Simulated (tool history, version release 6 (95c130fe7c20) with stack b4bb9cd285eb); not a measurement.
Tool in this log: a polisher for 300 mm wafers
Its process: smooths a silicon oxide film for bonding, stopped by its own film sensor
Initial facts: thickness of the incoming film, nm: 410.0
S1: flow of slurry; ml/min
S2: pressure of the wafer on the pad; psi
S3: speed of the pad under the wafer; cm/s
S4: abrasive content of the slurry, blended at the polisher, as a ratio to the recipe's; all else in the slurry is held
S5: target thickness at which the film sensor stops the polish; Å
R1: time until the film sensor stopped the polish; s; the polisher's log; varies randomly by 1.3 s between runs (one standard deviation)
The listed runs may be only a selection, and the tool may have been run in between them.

Run 1, day 0: S1 245 ml/min, S2 2.4 psi, S3 72 cm/s, S4 1, S5 3840 Å. Result: R1 41.509 s.
Run 2, day 0.329: S1 245 ml/min, S2 2.2 psi, S3 70 cm/s, S4 1, S5 3840 Å. Result: R1 44.385 s.
Run 3, day 0.521: S1 245 ml/min, S2 2.2 psi, S3 70 cm/s, S4 0.85, S5 3840 Å. Result: R1 47.792 s.
Run 4, day 0.75: S1 245 ml/min, S2 2.2 psi, S3 76 cm/s, S4 0.85, S5 3840 Å. Result: R1 45.479 s.
Run 5, day 0.821: S1 245 ml/min, S2 2.2 psi, S3 76 cm/s, S4 1, S5 3840 Å. Result: R1 43.237 s.
Run 6, day 0.892: S1 245 ml/min, S2 2.1 psi, S3 74 cm/s, S4 1, S5 3840 Å. Result: R1 45.253 s.
Run 7, day 0.912: S1 245 ml/min, S2 2 psi, S3 72 cm/s, S4 1, S5 3840 Å. Result: R1 46.906 s.

Predict the results of run 8:
Run 8, day 1.275: S1 245 ml/min, S2 1.9 psi, S3 68 cm/s, S4 1, S5 3840 Å. Result: R1 ?.

R1: 50.141 s

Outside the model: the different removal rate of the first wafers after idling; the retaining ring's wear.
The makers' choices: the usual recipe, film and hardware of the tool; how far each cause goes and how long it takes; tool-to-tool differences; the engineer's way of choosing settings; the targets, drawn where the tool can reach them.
